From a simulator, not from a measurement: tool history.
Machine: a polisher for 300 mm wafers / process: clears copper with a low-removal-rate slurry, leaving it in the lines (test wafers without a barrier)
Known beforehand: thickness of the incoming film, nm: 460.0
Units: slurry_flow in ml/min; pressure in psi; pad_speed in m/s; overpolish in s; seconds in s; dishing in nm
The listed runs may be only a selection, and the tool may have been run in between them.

run	day	slurry_flow	pressure	pad_speed	slurry_solids	overpolish	seconds	dishing
1	0.000	180	2.9	1.34	1.0	29	103.560	29.428
2	0.196	180	2.9	1.34	1.0	21	104.390	26.715
3	0.442	185	3.3	1.34	1.0	22	93.009	28.429
4	0.542	185	3.6	1.36	1.0	20	84.575	28.960
5	0.917	190	3.8	1.38	1.0	18	79.672	28.696
6	1.275	150	3.8	1.38	1.0	18	82.481	29.152

Forecast run 7:
# day 1.596: slurry blender recalibrated
7	1.596	165	4.0	1.40	1.0	17	?	?

For run 7 the tool returned seconds 70.349 s, dishing 29.385 nm.

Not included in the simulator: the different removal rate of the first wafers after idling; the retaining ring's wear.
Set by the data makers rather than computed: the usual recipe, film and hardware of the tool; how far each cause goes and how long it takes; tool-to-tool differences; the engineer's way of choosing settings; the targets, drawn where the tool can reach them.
